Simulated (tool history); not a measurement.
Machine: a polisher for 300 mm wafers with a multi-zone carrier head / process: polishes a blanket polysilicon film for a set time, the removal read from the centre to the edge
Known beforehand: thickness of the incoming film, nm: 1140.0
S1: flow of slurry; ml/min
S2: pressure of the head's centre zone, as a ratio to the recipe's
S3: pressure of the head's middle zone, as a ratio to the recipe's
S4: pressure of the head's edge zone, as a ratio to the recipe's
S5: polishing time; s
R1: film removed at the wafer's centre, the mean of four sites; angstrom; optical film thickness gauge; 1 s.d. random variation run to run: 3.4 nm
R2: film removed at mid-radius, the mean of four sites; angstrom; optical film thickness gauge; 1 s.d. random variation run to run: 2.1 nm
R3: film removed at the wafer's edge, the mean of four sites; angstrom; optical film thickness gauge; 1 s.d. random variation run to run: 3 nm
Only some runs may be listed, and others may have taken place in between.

run,day,S1,S2,S3,S4,S5,R1,R2,R3
1,0.000,285,1.00,1.00,1.00,45,3596.9,3623.3,3519.1
2,0.062,285,0.94,1.00,1.00,45,3316.0,3588.9,3552.9
3,0.362,280,0.96,0.96,0.98,41,3056.5,3133.8,3141.9
4,0.429,280,0.96,0.92,0.98,41,3182.7,2988.4,3147.3
5,0.767,280,0.92,0.92,0.98,41,2961.1,3012.8,3169.0
6,1.075,280,0.92,0.92,0.95,41,2924.8,3045.2,3167.2
7,1.354,275,0.94,0.90,0.94,39,2858.8,2792.8,2941.4
8,1.675,240,0.95,0.81,0.85,33,2355.1,2114.4,2401.5

Run 9 comes next. What will it give?
9,1.871,250,0.96,0.82,0.85,33,?,?,?

For run 9 the tool returned R1 2391.1 angstrom, R2 2150.2 angstrom, R3 2372.6 angstrom.
